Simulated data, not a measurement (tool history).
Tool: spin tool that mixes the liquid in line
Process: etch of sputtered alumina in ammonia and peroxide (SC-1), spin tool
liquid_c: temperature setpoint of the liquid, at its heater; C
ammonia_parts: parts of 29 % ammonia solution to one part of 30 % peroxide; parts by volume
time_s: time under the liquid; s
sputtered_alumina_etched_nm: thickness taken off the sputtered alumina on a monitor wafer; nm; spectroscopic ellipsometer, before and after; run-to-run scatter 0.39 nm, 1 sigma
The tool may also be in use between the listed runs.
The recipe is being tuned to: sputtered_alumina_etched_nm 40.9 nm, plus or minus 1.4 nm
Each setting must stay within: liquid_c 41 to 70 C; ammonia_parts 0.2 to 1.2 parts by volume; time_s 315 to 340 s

run,day,liquid_c,ammonia_parts,time_s,sputtered_alumina_etched_nm
1,0,57,0.85,315,34.903
2,0.246,57,1,315,34.616
3,0.438,58,1,315,36.36
4,0.675,58.5,1,315,37.648
5,0.908,58.5,1,315,37.197
6,1.217,58.5,0.8,315,36.393
7,1.296,59,0.8,315,38.257
8,1.517,59.5,0.8,315,38.655

Exercise: of the 5 proposed moves below, exactly one satisfies all targets within the stated allowed misses. Which move is it?
A,1.738,58.5,0.4,325,?
B,1.738,58.5,1.1,315,?
C,1.738,57.5,0.75,340,?
D,1.738,59,0.95,335,?
E,1.738,58,0.6,315,?

move,sputtered_alumina_etched_nm
A,35.615
B,37.98
C,37.533
D,40.879
E,34.947
A: further off than the last run
B: further off than the last run
C: further off than the last run
D: every result within its allowed miss
E: further off than the last run
Answer: D
